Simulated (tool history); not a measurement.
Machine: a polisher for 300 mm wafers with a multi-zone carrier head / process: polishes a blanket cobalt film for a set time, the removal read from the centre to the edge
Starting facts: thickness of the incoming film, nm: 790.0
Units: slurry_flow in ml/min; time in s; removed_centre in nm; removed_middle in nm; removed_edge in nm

{"run": 1, "hour": 0.0, "slurry_flow": 165, "centre_zone": 1.0, "middle_zone": 1.0, "edge_zone": 1.0, "time": 54, "removed_centre": 161.06, "removed_middle": 161.13, "removed_edge": 154.14}
{"run": 2, "hour": 6.9, "slurry_flow": 175, "centre_zone": 1.03, "middle_zone": 1.03, "edge_zone": 1.02, "time": 56, "removed_centre": 171.5, "removed_middle": 165.35, "removed_edge": 160.24}
{"run": 3, "hour": 8.2, "slurry_flow": 180, "centre_zone": 1.04, "middle_zone": 1.05, "edge_zone": 1.0, "time": 59, "removed_centre": 179.33, "removed_middle": 182.54, "removed_edge": 174.18}
{"run": 4, "hour": 11.5, "slurry_flow": 185, "centre_zone": 1.07, "middle_zone": 1.05, "edge_zone": 0.96, "time": 60, "removed_centre": 188.55, "removed_middle": 186.79, "removed_edge": 172.71}
{"run": 5, "hour": 14.7, "slurry_flow": 190, "centre_zone": 1.1, "middle_zone": 1.07, "edge_zone": 0.95, "time": 61, "removed_centre": 198.43, "removed_middle": 190.78, "removed_edge": 174.27}
{"run": 6, "hour": 23.5, "slurry_flow": 190, "centre_zone": 1.05, "middle_zone": 1.07, "edge_zone": 0.95, "time": 61, "removed_centre": 193.32, "removed_middle": 192.24, "removed_edge": 171.15}
{"run": 7, "hour": 25.6, "slurry_flow": 200, "centre_zone": 1.07, "middle_zone": 1.08, "edge_zone": 0.95, "time": 62, "removed_centre": 200.35, "removed_middle": 197.89, "removed_edge": 177.74}

What will run 8 give?
{"run": 8, "hour": 32.6, "slurry_flow": 205, "centre_zone": 1.08, "middle_zone": 1.09, "edge_zone": 0.95, "time": 63, "removed_centre": "?", "removed_middle": "?", "removed_edge": "?"}

{"run 8": {"removed_centre": 206.51, "removed_middle": 201.97, "removed_edge": 181.76}}

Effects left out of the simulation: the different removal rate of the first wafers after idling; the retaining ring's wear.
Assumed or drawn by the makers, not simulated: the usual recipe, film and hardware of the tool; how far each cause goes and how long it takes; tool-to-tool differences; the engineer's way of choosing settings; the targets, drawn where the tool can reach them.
